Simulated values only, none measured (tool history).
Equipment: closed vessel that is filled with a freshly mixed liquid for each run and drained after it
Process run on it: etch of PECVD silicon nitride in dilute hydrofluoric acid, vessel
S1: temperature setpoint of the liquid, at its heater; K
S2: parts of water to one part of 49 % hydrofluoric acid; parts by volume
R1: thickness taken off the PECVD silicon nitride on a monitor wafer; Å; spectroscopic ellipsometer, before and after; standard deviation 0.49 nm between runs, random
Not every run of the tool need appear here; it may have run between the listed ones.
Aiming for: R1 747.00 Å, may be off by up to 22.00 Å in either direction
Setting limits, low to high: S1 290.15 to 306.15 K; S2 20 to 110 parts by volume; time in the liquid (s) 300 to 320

Run 1, day 0.000: S1 298.15 K, S2 60 parts by volume, time in the liquid (s) 300. Result: R1 282.93 Å.
Run 2, day 0.200: S1 299.65 K, S2 55 parts by volume, time in the liquid (s) 300. Result: R1 341.55 Å.
Run 3, day 0.450: S1 301.15 K, S2 55 parts by volume, time in the liquid (s) 300. Result: R1 377.47 Å.
Run 4, day 0.804: S1 302.15 K, S2 50 parts by volume, time in the liquid (s) 300. Result: R1 434.84 Å.
Run 5, day 1.154: S1 302.15 K, S2 35 parts by volume, time in the liquid (s) 300. Result: R1 621.65 Å.
Run 6, day 1.175: S1 302.65 K, S2 35 parts by volume, time in the liquid (s) 300. Result: R1 645.53 Å.
Run 7, day 1.275: S1 303.15 K, S2 35 parts by volume, time in the liquid (s) 300. Result: R1 661.82 Å.
Run 8, day 1.496: S1 303.65 K, S2 35 parts by volume, time in the liquid (s) 300. Result: R1 678.33 Å.
Run 9, day 1.854: S1 304.15 K, S2 35 parts by volume, time in the liquid (s) 300. Result: R1 710.33 Å.

Below are 4 possible settings for the next run. Only one of them brings all results inside the allowed miss of their targets. Which is it?
Run A, day 2.212: S1 305.65 K, S2 45 parts by volume, time in the liquid (s) 320. Result: R1 ?.
Run B, day 2.212: S1 304.65 K, S2 40 parts by volume, time in the liquid (s) 320. Result: R1 ?.
Run C, day 2.212: S1 305.15 K, S2 35 parts by volume, time in the liquid (s) 300. Result: R1 ?.
Run D, day 2.212: S1 305.15 K, S2 40 parts by volume, time in the liquid (s) 300. Result: R1 ?.

move      R1
   A  645.57
   B  680.40
   C  751.13
   D  658.64
A: further off than the last run
B: further off than the last run
C: every result within its allowed miss
D: further off than the last run
Move C is the one to make.

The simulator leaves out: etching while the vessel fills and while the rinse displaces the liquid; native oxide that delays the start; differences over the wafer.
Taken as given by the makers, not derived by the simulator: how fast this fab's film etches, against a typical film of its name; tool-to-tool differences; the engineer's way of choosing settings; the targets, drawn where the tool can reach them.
